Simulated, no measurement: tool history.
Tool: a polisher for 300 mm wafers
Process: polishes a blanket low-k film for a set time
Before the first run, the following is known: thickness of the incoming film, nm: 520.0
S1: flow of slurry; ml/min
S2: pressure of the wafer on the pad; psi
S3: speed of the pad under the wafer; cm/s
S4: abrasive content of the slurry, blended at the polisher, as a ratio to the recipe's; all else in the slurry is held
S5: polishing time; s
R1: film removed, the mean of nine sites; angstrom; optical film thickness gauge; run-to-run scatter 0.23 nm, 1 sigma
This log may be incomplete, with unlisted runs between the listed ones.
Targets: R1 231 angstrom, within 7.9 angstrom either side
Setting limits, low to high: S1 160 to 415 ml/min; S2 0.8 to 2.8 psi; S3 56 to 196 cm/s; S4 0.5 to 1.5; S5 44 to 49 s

run 1 day=0 | S1=265 S2=1.8 S3=126 S4=1 S5=49 | R1=186.67
run 2 day=0.317 | S1=265 S2=1.9 S3=126 S4=1 S5=49 | R1=195.55
run 3 day=0.396 | S1=265 S2=2 S3=126 S4=1 S5=49 | R1=202.49
run 4 day=0.629 | S1=265 S2=2 S3=106 S4=1 S5=49 | R1=174.95
run 5 day=0.804 | S1=265 S2=2 S3=106 S4=1 S5=49 | R1=176.54
run 6 day=1.154 | S1=265 S2=2 S3=106 S4=1 S5=49 | R1=175.84
run 7 day=1.471 | S1=265 S2=2.1 S3=106 S4=1 S5=49 | R1=180.41
run 8 day=1.8 | S1=265 S2=2.3 S3=106 S4=1 S5=49 | R1=200.49
run 9 day=1.988 | S1=265 S2=2.4 S3=106 S4=1 S5=49 | R1=202.89

Of the 4 settings listed for the next run, only one would bring every result within its allowed miss of target. Which one?
run A day=2.175 | S1=255 S2=2.2 S3=110 S4=1 S5=46 | R1=?
run B day=2.175 | S1=295 S2=2.5 S3=102 S4=1.3 S5=49 | R1=?
run C day=2.175 | S1=250 S2=2.5 S3=110 S4=1.05 S5=47 | R1=?
run D day=2.175 | S1=270 S2=2.7 S3=102 S4=1.05 S5=48 | R1=?

move=A R1=183.45
move=B R1=227.92
move=C R1=211.92
move=D R1=218.56
A: moves away from the targets compared with the last run
B: every result lands within tolerance
C: closes in on the targets versus the last run, not all within tolerance yet
D: closes in on the targets versus the last run, not all within tolerance yet
Move B is the one to make.
